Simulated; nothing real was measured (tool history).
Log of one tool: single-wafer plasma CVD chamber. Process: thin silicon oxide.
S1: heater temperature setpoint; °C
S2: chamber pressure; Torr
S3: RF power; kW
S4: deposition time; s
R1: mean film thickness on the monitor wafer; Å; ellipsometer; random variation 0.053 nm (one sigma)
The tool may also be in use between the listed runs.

run,day,S1,S2,S3,S4,R1
1,0,420,0.906,0.24,14.7,271.46
2,0.054,415,0.906,0.24,14.7,270.14
3,0.154,415,0.906,0.23,14.7,264.34
4,0.233,415,0.862,0.23,14.7,253.46
5,0.304,415,0.952,0.23,14.7,274.38
6,0.675,415,0.952,0.23,15.1,283.43
7,1.029,415,0.889,0.23,15.1,267.09
8,1.254,415,0.843,0.23,15.1,253.63
9,1.442,415,0.811,0.23,15.1,246.82
10,1.55,415,0.63,0.23,15.1,188.98
11,1.912,415,0.649,0.23,15.1,195.47
12,2.171,415,0.664,0.23,15.1,200.27
13,2.508,415,0.75,0.23,15.1,228.35
14,2.688,415,0.74,0.23,15.1,224.43
15,2.867,415,0.733,0.23,15.1,222.76
16,3.062,415,0.727,0.23,15.1,221.15
17,3.279,415,0.722,0.23,15.1,219.31

The next listed run, before its measurement:
18,3.471,415,0.719,0.23,15.1,?

R1: 218.58 Å
